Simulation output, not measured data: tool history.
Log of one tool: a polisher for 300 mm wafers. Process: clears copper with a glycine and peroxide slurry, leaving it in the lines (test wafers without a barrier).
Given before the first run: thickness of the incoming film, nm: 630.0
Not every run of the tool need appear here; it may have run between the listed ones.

run	hour	flow of slurry (ml/min)	pressure of the wafer on the pad (kPa)	speed of the pad under the wafer (m/s)	overpolish time after the end point (s)	time until the end point was called (s)	dishing of a wide line in a test structure (Å)
1	0	185	15.9	1.08	25	117.97	696.75
2	5.9	185	15.9	0.82	25	148.64	631.7
3	10.1	150	15.9	0.82	25	149.42	618.09
4	11.3	150	17.2	0.84	25	140.01	632.25
5	15	190	17.2	0.84	25	137.04	664.9
6	17.2	190	17.2	0.84	21	134.08	597.56
7	19.8	190	17.9	0.86	22	133.37	605.12
8	24.5	190	18.6	0.9	23	123.3	645.74

Expected results for the next run?
9	32.6	190	19.3	0.92	24	?	?

{"run 9": {"time until the end point was called (s)": 116.34, "dishing of a wide line in a test structure (Å)": 687.19}}

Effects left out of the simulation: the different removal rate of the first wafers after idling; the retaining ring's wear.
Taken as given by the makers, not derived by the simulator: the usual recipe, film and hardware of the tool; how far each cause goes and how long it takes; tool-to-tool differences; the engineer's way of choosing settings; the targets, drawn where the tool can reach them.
